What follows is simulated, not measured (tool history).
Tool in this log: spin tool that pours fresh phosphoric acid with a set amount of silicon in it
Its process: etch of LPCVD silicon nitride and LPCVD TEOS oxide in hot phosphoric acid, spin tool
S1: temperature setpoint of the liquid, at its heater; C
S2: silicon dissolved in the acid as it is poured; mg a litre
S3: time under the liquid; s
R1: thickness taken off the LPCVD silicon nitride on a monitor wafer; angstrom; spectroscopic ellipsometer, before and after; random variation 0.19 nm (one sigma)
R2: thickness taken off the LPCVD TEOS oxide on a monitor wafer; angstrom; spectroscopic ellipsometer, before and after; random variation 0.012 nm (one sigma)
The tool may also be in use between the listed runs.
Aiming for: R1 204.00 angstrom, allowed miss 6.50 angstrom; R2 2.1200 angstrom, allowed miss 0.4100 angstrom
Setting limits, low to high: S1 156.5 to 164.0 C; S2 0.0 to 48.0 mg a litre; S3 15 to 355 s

run,hour,S1,S2,S3,R1,R2
1,0.0,159.0,21.0,180,161.96,4.0530
2,1.6,159.0,15.0,180,159.34,4.3155
3,3.3,159.0,15.0,260,230.28,6.2661
4,8.3,158.5,15.0,260,228.64,6.6272
5,13.6,158.5,15.0,310,272.13,7.7191
6,19.8,156.5,15.0,310,257.64,6.3863
7,23.6,156.5,28.5,260,211.35,3.3907
8,25.3,156.5,30.0,260,215.07,3.1711
9,32.2,156.5,31.0,260,212.00,3.4435
10,38.0,156.5,33.0,260,210.33,3.1902
11,45.5,156.5,34.5,260,213.35,2.4963
12,51.8,156.5,35.0,260,213.69,2.8366
13,59.9,156.5,36.0,260,212.42,2.5931
14,61.5,156.5,36.5,260,213.62,2.7773
15,67.9,156.5,37.5,260,215.98,2.3837

Next run, 4 choices. One meets every target within its allowed miss, the rest don't. Which?
A,74.3,157.0,39.5,245,?,?
B,74.3,156.5,30.0,250,?,?
C,74.3,156.5,40.0,285,?,?
D,74.3,156.5,39.0,285,?,?

move,R1,R2
A,203.99,2.0301
B,204.64,3.2179
C,233.29,2.2010
D,233.29,2.3478
A: each result inside its tolerance
B: corrects the largest miss of the last run, while another result sits out of spec
C: further off than the last run
D: further off than the last run
Correct choice: A, which meets every target
